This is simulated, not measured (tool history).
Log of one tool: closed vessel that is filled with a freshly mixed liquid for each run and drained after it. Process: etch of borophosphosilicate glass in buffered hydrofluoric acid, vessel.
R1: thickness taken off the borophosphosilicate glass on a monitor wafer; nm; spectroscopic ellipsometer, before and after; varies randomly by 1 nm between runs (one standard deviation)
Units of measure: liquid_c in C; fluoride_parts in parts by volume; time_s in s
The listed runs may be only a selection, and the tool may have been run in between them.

Run 1, hour 0.0: liquid_c 25.0 C, fluoride_parts 21.5 parts by volume, time_s 85 s. Result: R1 99.65 nm.
Run 2, hour 4.4: liquid_c 26.5 C, fluoride_parts 21.5 parts by volume, time_s 85 s. Result: R1 108.72 nm.
Run 3, hour 8.9: liquid_c 27.5 C, fluoride_parts 21.5 parts by volume, time_s 85 s. Result: R1 114.95 nm.
Run 4, hour 16.5: liquid_c 28.0 C, fluoride_parts 21.5 parts by volume, time_s 85 s. Result: R1 116.91 nm.
Run 5, hour 20.3: liquid_c 28.0 C, fluoride_parts 21.5 parts by volume, time_s 85 s. Result: R1 117.50 nm.
Run 6, hour 29.3: liquid_c 28.5 C, fluoride_parts 21.5 parts by volume, time_s 85 s. Result: R1 121.86 nm.

Run 7 comes next. What will it give?
Run 7, hour 30.6: liquid_c 29.0 C, fluoride_parts 21.5 parts by volume, time_s 85 s. Result: R1 ?.

R1: 123.71 nm

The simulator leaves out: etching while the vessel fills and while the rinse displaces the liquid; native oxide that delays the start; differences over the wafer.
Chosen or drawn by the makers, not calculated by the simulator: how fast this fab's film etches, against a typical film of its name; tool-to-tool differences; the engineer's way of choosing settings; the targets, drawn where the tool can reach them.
